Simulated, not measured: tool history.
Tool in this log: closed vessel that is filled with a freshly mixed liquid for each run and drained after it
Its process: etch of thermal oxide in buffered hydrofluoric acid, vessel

| run | day | temperature setpoint of the liquid (K) | parts of 40 % ammonium fluoride to one part of 49 % hydrofluoric acid (parts by volume) | time in the liquid (s) | thickness taken off the thermal oxide on a monitor wafer (Å) |
|---|---|---|---|---|---|
| 1 | 0 | 297.15 | 23.5 | 30 | 160.01 |
| 2 | 0.354 | 295.65 | 24.5 | 30 | 141.73 |
| 3 | 0.696 | 295.65 | 19 | 30 | 171.21 |
| 4 | 0.775 | 294.15 | 20.5 | 30 | 147.45 |
| 5 | 0.829 | 294.15 | 16 | 30 | 186.23 |
| 6 | 1.196 | 294.15 | 16 | 30 | 191.22 |
| 7 | 1.267 | 293.15 | 18 | 30 | 157.22 |
| 8 | 1.592 | 292.65 | 19.5 | 30 | 142.09 |
| 9 | 1.708 | 292.15 | 20.5 | 30 | 133.67 |
| 10 | 1.95 | 291.65 | 21.5 | 30 | 126.18 |
| 11 | 2.175 | 291.15 | 22.5 | 30 | 116.96 |

For run 12, what comes out?
| 12 | 2.225 | 291.15 | 23 | 30 | ? |

thickness taken off the thermal oxide on a monitor wafer (Å): 116.43
